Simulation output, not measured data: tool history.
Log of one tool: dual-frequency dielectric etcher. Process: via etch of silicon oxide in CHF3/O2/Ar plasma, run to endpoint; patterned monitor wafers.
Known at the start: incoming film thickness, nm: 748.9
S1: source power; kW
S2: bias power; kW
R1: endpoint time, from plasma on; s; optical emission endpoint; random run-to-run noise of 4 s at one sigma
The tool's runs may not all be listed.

{"run": 1, "hour": 0.0, "S1": 0.53, "S2": 0.221, "R1": 403.94}
{"run": 2, "hour": 3.6, "S1": 0.51, "S2": 0.217, "R1": 400.47}
{"run": 3, "hour": 8.4, "S1": 0.51, "S2": 0.178, "R1": 423.25}
{"run": 4, "hour": 12.8, "S1": 0.5, "S2": 0.174, "R1": 440.16}
{"hour": 18.9, "done": "wet clean of the chamber"}
{"run": 5, "hour": 18.9, "S1": 0.49, "S2": 0.173, "R1": 427.2}
{"run": 6, "hour": 22.3, "S1": 0.49, "S2": 0.207, "R1": 399.12}

Expected results for the next run?
{"run": 7, "hour": 25.3, "S1": 0.51, "S2": 0.201, "R1": "?"}

R1: 397.20 s
